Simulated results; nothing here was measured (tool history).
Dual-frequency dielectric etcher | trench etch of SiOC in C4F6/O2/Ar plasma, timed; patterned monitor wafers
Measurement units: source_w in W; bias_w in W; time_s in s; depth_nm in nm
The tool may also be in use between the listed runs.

{"run": 1, "hour": 0.0, "source_w": 480, "bias_w": 191, "time_s": 13.5, "depth_nm": 34.453}
{"run": 2, "hour": 1.8, "source_w": 510, "bias_w": 192, "time_s": 13.5, "depth_nm": 35.382}
{"run": 3, "hour": 6.0, "source_w": 440, "bias_w": 192, "time_s": 13.5, "depth_nm": 33.176}
{"run": 4, "hour": 8.0, "source_w": 440, "bias_w": 167, "time_s": 13.5, "depth_nm": 32.196}
{"run": 5, "hour": 16.8, "source_w": 480, "bias_w": 171, "time_s": 13.5, "depth_nm": 33.472}
{"run": 6, "hour": 22.5, "source_w": 510, "bias_w": 174, "time_s": 13.5, "depth_nm": 34.473}
{"run": 7, "hour": 24.6, "source_w": 540, "bias_w": 177, "time_s": 13.5, "depth_nm": 35.422}
{"run": 8, "hour": 28.5, "source_w": 560, "bias_w": 180, "time_s": 13.5, "depth_nm": 36.095}
{"run": 9, "hour": 32.8, "source_w": 580, "bias_w": 183, "time_s": 13.5, "depth_nm": 36.923}
{"run": 10, "hour": 35.7, "source_w": 600, "bias_w": 185, "time_s": 13.5, "depth_nm": 37.584}

What does the tool deliver on the next run?
{"run": 11, "hour": 37.9, "source_w": 610, "bias_w": 187, "time_s": 13.5, "depth_nm": "?"}

{"run 11": {"depth_nm": 37.972}}
